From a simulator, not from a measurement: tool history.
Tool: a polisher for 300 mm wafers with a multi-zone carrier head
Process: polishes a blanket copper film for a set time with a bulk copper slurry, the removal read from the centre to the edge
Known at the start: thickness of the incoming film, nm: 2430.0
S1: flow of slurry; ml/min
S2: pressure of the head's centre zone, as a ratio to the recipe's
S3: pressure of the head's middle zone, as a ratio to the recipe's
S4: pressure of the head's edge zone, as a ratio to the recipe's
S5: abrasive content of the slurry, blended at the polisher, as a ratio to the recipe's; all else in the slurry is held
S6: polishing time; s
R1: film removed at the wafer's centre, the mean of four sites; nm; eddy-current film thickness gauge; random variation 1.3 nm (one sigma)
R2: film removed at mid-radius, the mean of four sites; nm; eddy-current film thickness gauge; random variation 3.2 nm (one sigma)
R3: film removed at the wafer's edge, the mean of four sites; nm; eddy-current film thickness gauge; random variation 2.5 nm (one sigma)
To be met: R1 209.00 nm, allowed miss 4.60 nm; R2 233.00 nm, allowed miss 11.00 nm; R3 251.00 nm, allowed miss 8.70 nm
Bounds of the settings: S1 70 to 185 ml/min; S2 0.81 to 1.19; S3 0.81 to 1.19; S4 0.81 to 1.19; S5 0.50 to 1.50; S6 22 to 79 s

run    day   S1    S2    S3    S4    S5  S6      R1      R2      R3
  1  0.000  120  1.00  1.00  1.00  1.00  50  382.80  380.62  382.38
  2  0.367  115  0.98  0.99  0.99  0.95  49  355.60  358.00  358.52
  3  0.492  115  0.98  0.93  0.99  0.95  49  363.33  340.67  361.05
  4  0.708  110  0.96  0.93  0.99  0.90  48  336.72  321.62  344.78
  5  0.879  105  0.94  0.93  0.98  0.85  47  311.09  307.63  330.30
  6  1.054  100  0.93  0.93  0.96  0.80  47  299.78  298.41  318.57
  7  1.317   95  0.92  0.93  0.95  0.75  47  288.83  287.04  306.25
  8  1.558   90  0.91  0.93  0.95  0.70  47  270.05  279.77  302.22
  9  1.796   85  0.84  0.88  0.85  0.50  42  202.71  211.48  233.13
 10  2.108   85  0.84  0.89  0.86  0.50  42  198.98  218.90  235.61
     2.129  -- worn pad replaced by a new one
 11  2.129   85  0.84  0.89  0.87  0.50  42  219.06  241.37  252.10

5 next moves are on the table. One of them brings every result within its allowed miss. Which?
  A  2.150   90  0.88  0.95  0.92  0.50  40   ?   ?   ?
  B  2.150  105  0.85  0.88  0.81  0.55  40   ?   ?   ?
  C  2.150   90  0.86  0.94  0.99  0.50  38   ?   ?   ?
  D  2.150  120  0.83  1.05  0.92  0.50  36   ?   ?   ?
  E  2.150  125  0.90  0.99  0.95  0.50  36   ?   ?   ?

move      R1      R2      R3
   A  225.26  247.91  256.46
   B  235.78  250.30  256.40
   C  209.07  233.44  252.25
   D  211.82  265.30  244.76
   E  232.48  254.92  250.46
A: further off than the last run
B: further off than the last run
C: meets every target
D: brings the result that was furthest off to its target, and leaves another outside
E: further off than the last run
The right move is C.
